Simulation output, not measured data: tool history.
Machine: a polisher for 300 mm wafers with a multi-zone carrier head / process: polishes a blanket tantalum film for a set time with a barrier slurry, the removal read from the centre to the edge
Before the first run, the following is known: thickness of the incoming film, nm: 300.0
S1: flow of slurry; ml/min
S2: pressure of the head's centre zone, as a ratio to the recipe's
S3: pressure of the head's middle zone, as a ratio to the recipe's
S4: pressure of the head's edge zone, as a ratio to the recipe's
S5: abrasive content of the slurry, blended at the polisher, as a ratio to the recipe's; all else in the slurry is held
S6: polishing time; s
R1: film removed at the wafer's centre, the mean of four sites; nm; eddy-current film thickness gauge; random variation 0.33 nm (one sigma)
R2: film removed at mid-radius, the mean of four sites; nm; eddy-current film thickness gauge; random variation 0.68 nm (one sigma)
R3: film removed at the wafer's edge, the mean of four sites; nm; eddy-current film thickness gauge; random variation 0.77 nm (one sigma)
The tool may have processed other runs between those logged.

Run 1, hour 0: S1 280 ml/min, S2 1, S3 1, S4 1, S5 1, S6 46 s. Result: R1 79.324 nm, R2 80.989 nm, R3 76.247 nm.
Run 2, hour 8.6: S1 280 ml/min, S2 1, S3 1, S4 1, S5 0.85, S6 46 s. Result: R1 76.487 nm, R2 75.381 nm, R3 75.802 nm.
Run 3, hour 14.5: S1 280 ml/min, S2 1, S3 1, S4 1, S5 0.85, S6 57 s. Result: R1 95.834 nm, R2 94.546 nm, R3 91.44 nm.
Run 4, hour 21.7: S1 280 ml/min, S2 1, S3 1, S4 1, S5 0.65, S6 57 s. Result: R1 85.121 nm, R2 84.807 nm, R3 83.449 nm.
Run 5, hour 25.3: S1 265 ml/min, S2 0.95, S3 1, S4 0.99, S5 0.6, S6 55 s. Result: R1 75.731 nm, R2 79.077 nm, R3 75.274 nm.
Run 6, hour 26.4: S1 265 ml/min, S2 0.87, S3 1, S4 0.99, S5 0.6, S6 55 s. Result: R1 68.764 nm, R2 78.475 nm, R3 77.692 nm.

Expected results for the next run?
At hour 34.9: worn pad replaced by a new one.
Run 7, hour 34.9: S1 255 ml/min, S2 0.85, S3 1, S4 0.99, S5 0.55, S6 53 s. Result: R1 ?, R2 ?, R3 ?.

{"run 7": {"R1": 67.265, "R2": 79.184, "R3": 75.956}}
